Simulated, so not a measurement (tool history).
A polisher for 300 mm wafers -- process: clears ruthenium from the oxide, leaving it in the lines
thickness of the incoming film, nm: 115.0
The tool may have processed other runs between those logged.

| run | hour | flow of slurry (ml/min) | pressure of the wafer on the pad (psi) | speed of the pad under the wafer (cm/s) | overpolish time after the end point (s) | time until the end point was called (s) |
|---|---|---|---|---|---|---|
| 1 | 0 | 155 | 2 | 108 | 47 | 112.53 |
| 2 | 3.1 | 155 | 1.7 | 102 | 47 | 137.12 |
| 3 | 5.5 | 155 | 1.5 | 96 | 47 | 165.01 |
| 4 | 10.2 | 130 | 1.5 | 96 | 47 | 169.31 |
| 5 | 18.9 | 130 | 1.4 | 94 | 47 | 180.12 |
| 6 | 23 | 130 | 1.3 | 92 | 47 | 199.31 |

Predict the results of run 7:
| 7 | 25.4 | 130 | 1.3 | 92 | 47 | ? |

{"run 7": {"time until the end point was called (s)": 198.2}}

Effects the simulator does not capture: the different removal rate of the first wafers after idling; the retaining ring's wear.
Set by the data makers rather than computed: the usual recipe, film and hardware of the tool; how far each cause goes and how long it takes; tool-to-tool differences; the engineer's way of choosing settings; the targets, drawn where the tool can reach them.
